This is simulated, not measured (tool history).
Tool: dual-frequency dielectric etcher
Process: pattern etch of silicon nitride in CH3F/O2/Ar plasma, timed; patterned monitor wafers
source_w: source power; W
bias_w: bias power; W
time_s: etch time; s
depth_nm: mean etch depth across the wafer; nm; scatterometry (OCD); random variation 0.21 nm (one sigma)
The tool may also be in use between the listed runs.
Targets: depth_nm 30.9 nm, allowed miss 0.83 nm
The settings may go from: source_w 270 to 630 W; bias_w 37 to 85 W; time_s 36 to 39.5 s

run 1 hour=0 | source_w=450 bias_w=61 time_s=39.5 | depth_nm=25.892
run 2 hour=6.8 | source_w=470 bias_w=63 time_s=39.5 | depth_nm=27.156
run 3 hour=8.4 | source_w=490 bias_w=63 time_s=39.5 | depth_nm=27.787
run 4 hour=16.6 | source_w=490 bias_w=63 time_s=36 | depth_nm=24.915
run 5 hour=24 | source_w=490 bias_w=63 time_s=36 | depth_nm=24.946
run 6 hour=25.7 | source_w=500 bias_w=66 time_s=36.5 | depth_nm=26.426
run 7 hour=29.8 | source_w=510 bias_w=68 time_s=36.5 | depth_nm=26.731
run 8 hour=38.5 | source_w=600 bias_w=80 time_s=39.5 | depth_nm=34.226
run 9 hour=40.1 | source_w=590 bias_w=80 time_s=39.5 | depth_nm=33.954
run 10 hour=42 | source_w=580 bias_w=80 time_s=39.5 | depth_nm=33.274

4 next moves are on the table. One of them brings every result within its allowed miss. Which?
run A hour=43.9 | source_w=530 bias_w=84 time_s=37.5 | depth_nm=?
run B hour=43.9 | source_w=570 bias_w=81 time_s=38.5 | depth_nm=?
run C hour=43.9 | source_w=570 bias_w=81 time_s=39.5 | depth_nm=?
run D hour=43.9 | source_w=630 bias_w=75 time_s=39.5 | depth_nm=?

move=A depth_nm=31.06
move=B depth_nm=32.301
move=C depth_nm=33.14
move=D depth_nm=33.285
A: meets every target
B: nearer than the last run, and not there yet
C: nearer than the last run, and not there yet
D: as far off as the last run
Move A is the one to make.

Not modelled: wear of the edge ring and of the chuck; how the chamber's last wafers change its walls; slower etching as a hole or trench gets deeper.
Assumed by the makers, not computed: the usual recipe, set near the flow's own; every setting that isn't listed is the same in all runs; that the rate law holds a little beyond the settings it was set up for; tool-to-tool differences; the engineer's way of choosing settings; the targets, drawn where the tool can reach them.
